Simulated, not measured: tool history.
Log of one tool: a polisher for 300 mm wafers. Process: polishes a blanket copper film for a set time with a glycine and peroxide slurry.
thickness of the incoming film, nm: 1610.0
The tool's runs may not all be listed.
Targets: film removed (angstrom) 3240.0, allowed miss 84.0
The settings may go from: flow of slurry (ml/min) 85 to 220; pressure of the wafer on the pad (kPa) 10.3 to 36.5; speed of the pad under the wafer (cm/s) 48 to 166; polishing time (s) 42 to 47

| run | day | flow of slurry (ml/min) | pressure of the wafer on the pad (kPa) | speed of the pad under the wafer (cm/s) | polishing time (s) | film removed (angstrom) |
|---|---|---|---|---|---|---|
| 1 | 0.000 | 140 | 23.4 | 106 | 47 | 2749.1 |
| 2 | 0.296 | 150 | 24.1 | 106 | 47 | 2813.7 |
| 3 | 0.483 | 150 | 25.5 | 106 | 47 | 2904.7 |
| 4 | 0.721 | 150 | 25.5 | 106 | 42 | 2606.1 |
| 5 | 0.812 | 135 | 25.5 | 106 | 42 | 2518.3 |
| 6 | 1.025 | 115 | 25.5 | 106 | 42 | 2454.7 |
| 7 | 1.254 | 140 | 26.9 | 106 | 42 | 2682.0 |
| 8 | 1.471 | 160 | 27.6 | 106 | 42 | 2777.6 |
| 9 | 1.621 | 170 | 32.4 | 106 | 42 | 3160.9 |

Which of these 4 next moves meets every target?
| A | 1.771 | 155 | 33.1 | 96 | 44 | ? |
| B | 1.771 | 140 | 26.2 | 126 | 43 | ? |
| C | 1.771 | 165 | 29.0 | 118 | 46 | ? |
| D | 1.771 | 195 | 26.2 | 118 | 46 | ? |

| move | film removed (angstrom) |
|---|---|
| A | 3066.7 |
| B | 3030.1 |
| C | 3415.3 |
| D | 3267.1 |
A: further off than the last run
B: further off than the last run
C: takes the result that was furthest off past its target
D: meets every target
Answer: D

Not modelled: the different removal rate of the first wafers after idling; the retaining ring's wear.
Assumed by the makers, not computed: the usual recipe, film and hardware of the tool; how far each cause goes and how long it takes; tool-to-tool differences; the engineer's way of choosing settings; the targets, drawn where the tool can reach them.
